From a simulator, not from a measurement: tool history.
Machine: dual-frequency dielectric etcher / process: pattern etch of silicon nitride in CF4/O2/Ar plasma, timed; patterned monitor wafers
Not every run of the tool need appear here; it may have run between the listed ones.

run	hour	source power (W)	bias power (W)	Ar flow (sccm)	CF4 flow (sccm)	etch time (s)	mean etch depth across the wafer (nm)
1	0.0	530	48	104	75	127.0	220.03
2	0.9	530	48	104	75	132.5	233.10
3	9.9	510	48	104	75	132.5	221.72
4	11.5	500	48	104	75	132.5	221.64
5	17.4	500	42	104	75	132.5	205.36
6	19.2	500	35	104	75	132.5	186.56

What will run 7 give?
7	21.1	510	35	104	75	132.5	?

{"run 7": {"mean etch depth across the wafer (nm)": 189.63}}
